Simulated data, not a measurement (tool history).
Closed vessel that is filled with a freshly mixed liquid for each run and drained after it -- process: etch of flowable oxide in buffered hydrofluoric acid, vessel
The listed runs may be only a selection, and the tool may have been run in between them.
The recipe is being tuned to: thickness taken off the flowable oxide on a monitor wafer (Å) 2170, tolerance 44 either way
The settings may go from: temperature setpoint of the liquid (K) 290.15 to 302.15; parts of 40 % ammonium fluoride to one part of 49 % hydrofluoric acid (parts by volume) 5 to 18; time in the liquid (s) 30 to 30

run,day,temperature setpoint of the liquid (K),parts of 40 % ammonium fluoride to one part of 49 % hydrofluoric acid (parts by volume),time in the liquid (s),thickness taken off the flowable oxide on a monitor wafer (Å)
1,0,294.15,11,30,977.83
2,0.2,294.15,9.5,30,1113.9
3,0.329,296.65,8.5,30,1414.6
4,0.367,298.15,8.5,30,1526.7
5,0.7,301.65,8.5,30,1842.3
6,0.875,301.65,8.5,30,1853.2
# day 0.996: thermometer replaced
7,0.996,302.15,6.5,30,2788.4
8,1.225,300.65,6.5,30,2540.4
9,1.3,299.65,6.5,30,2404.3

Exactly one of the 4 candidate moves below puts every result within its allowed miss. Which one?
A,1.375,301.65,8.5,30,?
B,1.375,301.65,8,30,?
C,1.375,302.15,7,30,?
D,1.375,297.65,5,30,?

move,thickness taken off the flowable oxide on a monitor wafer (Å)
A,2053.9
B,2193.2
C,2600.9
D,2726.4
A: moves the result that the last run missed by most past its target, out the other side
B: each result inside its tolerance
C: further off than the last run
D: further off than the last run
Answer: B
